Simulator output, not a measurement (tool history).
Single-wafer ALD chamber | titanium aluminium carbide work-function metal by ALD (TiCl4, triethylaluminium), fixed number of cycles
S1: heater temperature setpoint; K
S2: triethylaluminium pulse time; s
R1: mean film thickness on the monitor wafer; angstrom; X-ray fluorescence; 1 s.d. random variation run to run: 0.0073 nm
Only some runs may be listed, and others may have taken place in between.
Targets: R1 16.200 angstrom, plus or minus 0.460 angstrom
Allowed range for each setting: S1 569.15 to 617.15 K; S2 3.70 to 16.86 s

| run | hour | S1 | S2 | R1 |
|---|---|---|---|---|
| 1 | 0.0 | 593.15 | 10.28 | 20.648 |
| 2 | 7.9 | 588.15 | 9.01 | 19.688 |
| 3 | 9.9 | 584.15 | 7.99 | 18.606 |
| 4 | 16.4 | 593.15 | 7.99 | 19.474 |
| 5 | 18.2 | 593.15 | 10.83 | 20.620 |
| 6 | 23.4 | 588.15 | 9.47 | 19.850 |
| 7 | 32.2 | 585.15 | 8.36 | 19.010 |
| 8 | 38.5 | 582.15 | 7.50 | 18.327 |
| 9 | 46.9 | 580.15 | 6.90 | 17.675 |

Exercise: of the 4 proposed moves below, exactly one satisfies all targets within the stated allowed misses. Which move is it?
| A | 55.3 | 592.15 | 9.76 | ? |
| B | 55.3 | 596.15 | 13.91 | ? |
| C | 55.3 | 590.15 | 10.61 | ? |
| D | 55.3 | 569.15 | 6.19 | ? |

| move | R1 |
|---|---|
| A | 20.287 |
| B | 21.278 |
| C | 20.310 |
| D | 16.056 |
A: the biggest miss grows against the last run
B: the biggest miss grows against the last run
C: the biggest miss grows against the last run
D: hits every target within its allowed miss
Answer: D
